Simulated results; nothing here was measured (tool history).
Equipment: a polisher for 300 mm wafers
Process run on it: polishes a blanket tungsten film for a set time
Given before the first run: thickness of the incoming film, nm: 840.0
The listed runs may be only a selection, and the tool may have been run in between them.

run,hour,flow of slurry (ml/min),pressure of the wafer on the pad (psi),speed of the pad under the wafer (m/s),abrasive content of the slurry,polishing time (s),film removed (nm)
1,0,245,4.3,1.24,1,57,425.56
2,6.2,245,4.3,1.24,1.1,57,433.87
3,13.4,245,4.3,1.24,1.1,59,447.54
4,22,240,3.8,1.24,1.1,59,396.15
5,30.1,235,3.5,1.24,1.1,59,362.92
6,35.5,225,3.3,1.24,1.1,59,343.96
7,40.8,215,3.1,1.24,1.1,59,319.7
8,44.7,200,3,1.24,1.1,59,308.61
9,50.5,190,3,1.24,1.1,59,308.38
10,57.2,185,3,1.24,1.1,59,305.93

For run 11, what comes out?
11,59.1,170,2.8,1.24,1.1,59,?

{"run 11": {"film removed (nm)": 281.43}}
